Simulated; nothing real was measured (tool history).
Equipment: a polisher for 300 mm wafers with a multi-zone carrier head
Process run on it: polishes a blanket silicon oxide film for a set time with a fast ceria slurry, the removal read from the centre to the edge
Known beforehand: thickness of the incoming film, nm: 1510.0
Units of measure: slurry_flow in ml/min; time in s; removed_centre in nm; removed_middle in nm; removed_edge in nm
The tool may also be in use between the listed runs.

run    day  slurry_flow  centre_zone  middle_zone  edge_zone  time  removed_centre  removed_middle  removed_edge
  1      0          140            1            1          1    34          551.57          561.95        569.88
  2  0.108          140            1            1       0.92    34          557.93          570.37         544.9
  3   0.25          140            1         1.08       0.92    34          550.64          603.24        554.88
  4  0.512          140         0.97         1.08       0.92    34          538.33          602.84        529.26
  5  0.762          140         0.89         1.08       0.92    34          502.98          606.59        533.34
  6  1.112          140         0.89         1.02       0.92    34          501.83           574.2        539.86
  7  1.217          150         0.92         1.02       0.93    34          528.04          589.61        544.38
  8  1.588          155         0.95         1.02       0.95    34           545.2          584.66        551.31
  9  1.742          160         0.98         1.03       0.96    35          578.97          602.77        571.41
 10    1.9          165            1         1.04       0.97    36          592.35          630.48        595.42
 11  2.162          170         1.02         1.04       0.97    37          638.85          657.22        607.68
 12  2.454          170         1.02         1.04       0.97    37           618.1          665.82         618.1

Predict the results of run 13:
 13  2.55          175         1.04         1.03       0.96    37               ?               ?             ?

{"run 13": {"removed_centre": 650.26, "removed_middle": 646.36, "removed_edge": 617.12}}

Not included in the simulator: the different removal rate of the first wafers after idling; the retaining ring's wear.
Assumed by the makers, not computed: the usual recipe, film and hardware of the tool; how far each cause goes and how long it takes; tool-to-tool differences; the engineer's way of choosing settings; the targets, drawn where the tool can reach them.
